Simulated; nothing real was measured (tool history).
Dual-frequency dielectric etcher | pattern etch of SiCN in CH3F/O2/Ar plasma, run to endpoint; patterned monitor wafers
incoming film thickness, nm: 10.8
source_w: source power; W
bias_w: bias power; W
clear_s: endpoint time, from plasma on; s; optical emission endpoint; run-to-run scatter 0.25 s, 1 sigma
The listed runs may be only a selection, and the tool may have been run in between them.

run,hour,source_w,bias_w,clear_s
1,0.0,390,92,25.313
2,1.8,360,87,26.363
3,10.6,330,82,27.506
4,14.8,330,76,28.440
5,21.0,390,76,26.755
6,25.9,360,73,27.931

Run 7, settings as shown, results not yet in. Your forecast:
7,33.1,340,71,?

clear_s: 29.081 s

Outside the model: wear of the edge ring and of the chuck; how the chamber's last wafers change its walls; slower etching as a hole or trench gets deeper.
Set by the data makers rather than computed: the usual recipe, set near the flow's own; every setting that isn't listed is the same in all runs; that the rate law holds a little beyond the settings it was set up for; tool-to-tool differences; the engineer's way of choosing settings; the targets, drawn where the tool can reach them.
